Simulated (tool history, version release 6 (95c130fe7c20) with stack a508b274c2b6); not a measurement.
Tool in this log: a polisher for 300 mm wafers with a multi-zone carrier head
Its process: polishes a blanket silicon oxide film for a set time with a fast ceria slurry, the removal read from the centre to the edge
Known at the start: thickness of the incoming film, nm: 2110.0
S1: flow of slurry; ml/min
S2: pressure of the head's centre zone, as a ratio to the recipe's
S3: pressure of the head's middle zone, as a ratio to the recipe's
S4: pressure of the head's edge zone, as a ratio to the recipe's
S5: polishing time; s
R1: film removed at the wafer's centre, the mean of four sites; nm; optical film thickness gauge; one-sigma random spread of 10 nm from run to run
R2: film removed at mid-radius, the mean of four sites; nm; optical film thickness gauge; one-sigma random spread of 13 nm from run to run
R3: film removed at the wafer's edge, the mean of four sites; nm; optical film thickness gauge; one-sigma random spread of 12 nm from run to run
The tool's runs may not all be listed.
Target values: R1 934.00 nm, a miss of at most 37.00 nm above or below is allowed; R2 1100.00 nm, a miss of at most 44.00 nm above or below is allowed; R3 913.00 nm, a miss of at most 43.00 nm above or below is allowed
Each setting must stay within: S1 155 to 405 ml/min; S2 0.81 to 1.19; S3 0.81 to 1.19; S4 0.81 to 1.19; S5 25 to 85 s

{"run": 1, "day": 0.0, "S1": 260, "S2": 1.0, "S3": 1.0, "S4": 1.0, "S5": 55, "R1": 733.2, "R2": 730.7, "R3": 690.08}
{"run": 2, "day": 0.162, "S1": 260, "S2": 1.0, "S3": 1.0, "S4": 0.95, "S5": 55, "R1": 737.01, "R2": 731.82, "R3": 685.27}
{"run": 3, "day": 0.192, "S1": 295, "S2": 1.0, "S3": 1.0, "S4": 0.95, "S5": 55, "R1": 735.48, "R2": 743.95, "R3": 684.89}
{"run": 4, "day": 0.442, "S1": 295, "S2": 0.99, "S3": 1.02, "S4": 0.96, "S5": 57, "R1": 755.09, "R2": 790.09, "R3": 712.17}
{"run": 5, "day": 0.521, "S1": 295, "S2": 0.99, "S3": 1.02, "S4": 1.02, "S5": 57, "R1": 763.31, "R2": 789.6, "R3": 723.61}
{"run": 6, "day": 0.688, "S1": 295, "S2": 0.99, "S3": 1.02, "S4": 1.02, "S5": 62, "R1": 824.71, "R2": 860.8, "R3": 803.0}
{"run": 7, "day": 1.042, "S1": 295, "S2": 0.99, "S3": 1.04, "S4": 1.02, "S5": 63, "R1": 828.9, "R2": 884.51, "R3": 803.06}
{"run": 8, "day": 1.183, "S1": 300, "S2": 0.99, "S3": 1.05, "S4": 1.02, "S5": 64, "R1": 841.82, "R2": 903.73, "R3": 825.58}
{"run": 9, "day": 1.55, "S1": 305, "S2": 0.99, "S3": 1.07, "S4": 1.02, "S5": 65, "R1": 869.32, "R2": 912.92, "R3": 843.45}
{"run": 10, "day": 1.738, "S1": 275, "S2": 0.9, "S3": 1.17, "S4": 0.92, "S5": 74, "R1": 883.98, "R2": 1093.3, "R3": 904.92}
{"run": 11, "day": 1.842, "S1": 275, "S2": 0.91, "S3": 1.17, "S4": 0.92, "S5": 74, "R1": 888.38, "R2": 1116.1, "R3": 913.92}

Exactly one of the 4 candidate moves below puts every result within its allowed miss. Which one?
{"run": "A", "day": 1.946, "S1": 275, "S2": 0.97, "S3": 1.19, "S4": 0.98, "S5": 73, "R1": "?", "R2": "?", "R3": "?"}
{"run": "B", "day": 1.946, "S1": 275, "S2": 0.82, "S3": 1.16, "S4": 0.91, "S5": 75, "R1": "?", "R2": "?", "R3": "?"}
{"run": "C", "day": 1.946, "S1": 310, "S2": 0.83, "S3": 1.17, "S4": 0.96, "S5": 73, "R1": "?", "R2": "?", "R3": "?"}
{"run": "D", "day": 1.946, "S1": 230, "S2": 0.83, "S3": 1.11, "S4": 0.9, "S5": 76, "R1": "?", "R2": "?", "R3": "?"}

move=A R1=929.77 R2=1093.00 R3=943.07
move=B R1=806.24 R2=1106.30 R3=943.73
move=C R1=805.84 R2=1096.40 R3=945.38
move=D R1=806.09 R2=1066.70 R3=936.79
A: all results land within tolerance of their targets
B: the biggest miss grows against the last run
C: the biggest miss grows against the last run
D: the biggest miss grows against the last run
Go with A: it meets all targets.

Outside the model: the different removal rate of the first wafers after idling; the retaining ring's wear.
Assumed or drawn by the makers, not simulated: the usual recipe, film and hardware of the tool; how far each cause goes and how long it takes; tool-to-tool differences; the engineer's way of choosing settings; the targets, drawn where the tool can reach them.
